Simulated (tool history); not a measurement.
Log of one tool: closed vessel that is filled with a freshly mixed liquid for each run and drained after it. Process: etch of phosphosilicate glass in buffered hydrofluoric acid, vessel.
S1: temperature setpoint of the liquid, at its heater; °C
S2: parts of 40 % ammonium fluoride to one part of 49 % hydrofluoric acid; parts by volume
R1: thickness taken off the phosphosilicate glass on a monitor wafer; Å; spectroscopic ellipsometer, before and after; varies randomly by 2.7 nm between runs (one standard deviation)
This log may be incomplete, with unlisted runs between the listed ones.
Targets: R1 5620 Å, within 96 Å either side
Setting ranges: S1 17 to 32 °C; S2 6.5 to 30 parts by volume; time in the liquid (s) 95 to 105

{"run": 1, "day": 0.0, "S1": 24, "S2": 19.5, "time in the liquid (s)": 95, "R1": 2588.9}
{"run": 2, "day": 0.3, "S1": 26.5, "S2": 19.5, "time in the liquid (s)": 95, "R1": 2951.9}
{"run": 3, "day": 0.667, "S1": 26.5, "S2": 14.5, "time in the liquid (s)": 95, "R1": 3940.3}
{"run": 4, "day": 0.942, "S1": 26.5, "S2": 12.5, "time in the liquid (s)": 95, "R1": 4580.7}
{"run": 5, "day": 1.288, "S1": 26.5, "S2": 8, "time in the liquid (s)": 95, "R1": 6893.3}
{"run": 6, "day": 1.646, "S1": 26.5, "S2": 6.5, "time in the liquid (s)": 95, "R1": 8512.9}
{"run": 7, "day": 1.933, "S1": 24, "S2": 7, "time in the liquid (s)": 95, "R1": 6929.8}
{"run": 8, "day": 1.983, "S1": 22.5, "S2": 7, "time in the liquid (s)": 95, "R1": 6380.2}
{"run": 9, "day": 2.325, "S1": 22, "S2": 7, "time in the liquid (s)": 95, "R1": 6238.8}
{"run": 10, "day": 2.542, "S1": 21.5, "S2": 7, "time in the liquid (s)": 95, "R1": 6086.8}
{"run": 11, "day": 2.696, "S1": 21, "S2": 7, "time in the liquid (s)": 95, "R1": 5856.9}
{"run": 12, "day": 2.867, "S1": 20.5, "S2": 7, "time in the liquid (s)": 95, "R1": 5775.4}

Next run, 4 choices. One meets every target within its allowed miss, the rest don't. Which?
{"run": "A", "day": 3.038, "S1": 20, "S2": 7, "time in the liquid (s)": 100, "R1": "?"}
{"run": "B", "day": 3.038, "S1": 20.5, "S2": 7.5, "time in the liquid (s)": 105, "R1": "?"}
{"run": "C", "day": 3.038, "S1": 20, "S2": 7, "time in the liquid (s)": 95, "R1": "?"}
{"run": "D", "day": 3.038, "S1": 28, "S2": 10.5, "time in the liquid (s)": 95, "R1": "?"}

move=A R1=5885.6
move=B R1=5898.6
move=C R1=5591.3
move=D R1=5879.6
A: lands further from the targets than the last run did
B: lands further from the targets than the last run did
C: every result within its allowed miss
D: lands further from the targets than the last run did
The right move is C.
